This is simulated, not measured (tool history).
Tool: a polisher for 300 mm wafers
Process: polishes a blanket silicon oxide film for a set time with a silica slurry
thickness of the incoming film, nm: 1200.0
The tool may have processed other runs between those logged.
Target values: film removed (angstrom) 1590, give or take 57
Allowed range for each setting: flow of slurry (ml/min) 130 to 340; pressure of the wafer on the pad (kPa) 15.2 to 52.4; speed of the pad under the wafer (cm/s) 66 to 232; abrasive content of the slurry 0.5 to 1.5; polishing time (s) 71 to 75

run  hour  flow of slurry (ml/min)  pressure of the wafer on the pad (kPa)  speed of the pad under the wafer (cm/s)  abrasive content of the slurry  polishing time (s)  film removed (angstrom)
  1     0                      220                                    33.8                                      148                               1                  71                   2760.5
  2   2.9                      220                                    28.3                                      146                               1                  71                   2378.2
  3   9.9                      220                                    28.3                                      176                               1                  71                   2722.5
  4  14.4                      220                                    28.3                                      154                               1                  71                   2417.2
  5  22.8                      220                                    24.1                                      152                               1                  71                   2154.9
  6  30.1                      220                                    24.1                                      124                               1                  71                   1786.2
  7  37.8                      220                                    22.8                                      124                               1                  71                   1708.9
     41.2  -- slurry blender recalibrated
  8  41.2                      220                                    22.1                                      124                               1                  71                   1950.9
  9  49.7                      220                                      20                                      118                               1                  71                   1709.8

Of the 5 settings listed for the next run, only one would bring every result within its allowed miss of target. Which one?
  A  58.2                      215                                    15.2                                      116                            1.15                  71                        ?
  B  58.2                      225                                    15.2                                      118                             1.1                  71                        ?
  C  58.2                      155                                    18.6                                      114                            1.25                  75                        ?
  D  58.2                      250                                    24.8                                       90                            0.95                  71                        ?
  E  58.2                      215                                    22.8                                      108                             1.1                  71                        ?

move  film removed (angstrom)
   A                   1492.6
   B                   1483.1
   C                   1794.9
   D                   1603.8
   E                   1871.3
A: takes the biggest miss from the last run beyond its target
B: takes the biggest miss from the last run beyond its target
C: moves away from the targets compared with the last run
D: all results in spec
E: moves away from the targets compared with the last run
So the answer is move D, the one that meets all the targets.

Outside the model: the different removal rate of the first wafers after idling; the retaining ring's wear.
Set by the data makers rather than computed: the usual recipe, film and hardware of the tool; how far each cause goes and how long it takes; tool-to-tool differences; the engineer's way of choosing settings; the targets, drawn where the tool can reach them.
